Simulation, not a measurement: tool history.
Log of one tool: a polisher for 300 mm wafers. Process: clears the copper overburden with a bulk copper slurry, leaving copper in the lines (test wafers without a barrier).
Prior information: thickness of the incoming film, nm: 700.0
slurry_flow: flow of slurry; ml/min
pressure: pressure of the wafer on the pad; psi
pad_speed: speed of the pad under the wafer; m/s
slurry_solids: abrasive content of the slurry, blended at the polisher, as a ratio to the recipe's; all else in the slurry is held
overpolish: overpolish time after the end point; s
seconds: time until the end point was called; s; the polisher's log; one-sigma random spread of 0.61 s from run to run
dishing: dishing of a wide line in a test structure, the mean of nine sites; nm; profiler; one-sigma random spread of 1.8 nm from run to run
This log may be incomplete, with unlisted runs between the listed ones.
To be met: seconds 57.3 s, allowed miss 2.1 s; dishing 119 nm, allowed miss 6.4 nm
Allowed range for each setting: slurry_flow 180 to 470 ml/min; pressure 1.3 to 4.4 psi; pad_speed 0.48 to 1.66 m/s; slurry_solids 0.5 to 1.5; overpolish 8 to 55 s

run,hour,slurry_flow,pressure,pad_speed,slurry_solids,overpolish,seconds,dishing
1,0,300,2.8,1.06,1,28,83.119,98.724
2,8.9,300,3,1.06,1,27,78.034,98.554
3,15.5,300,3.1,1.06,1,27,76.556,100.67
4,18.9,300,3.1,1.06,1,17,77.62,77.958
5,27.6,300,3.2,1.06,1,19,75.355,86.866
6,28.6,300,3.3,1.06,1,20,73.053,91.732
7,36.8,300,3.4,1.06,1,20,72.868,90.908
8,39.2,300,3.6,1.06,1,20,69.358,93.335
9,42.3,300,3.7,1.06,1,21,68.193,97.111
10,45.4,300,4.4,1.06,1,26,59.65,115.69

5 candidate next runs follow, results not yet known. Just one meets every target within its allowed miss. Identify it.
A,48.5,295,4.2,1.04,1,28,?,?
B,48.5,185,3.9,1.1,1.1,26,?,?
C,48.5,340,4.3,1.1,0.95,21,?,?
D,48.5,330,4.4,1.08,1.1,26,?,?
E,48.5,260,4.3,1.14,1,19,?,?

move,seconds,dishing
A,63.366,116.7
B,65.907,110.09
C,59.276,106.76
D,57.739,118.56
E,58.309,102.53
A: the biggest miss grows against the last run
B: the biggest miss grows against the last run
C: the furthest-off result lands on target, but another misses its tolerance
D: every result lands within tolerance
E: the furthest-off result lands on target, but another misses its tolerance
Answer: D
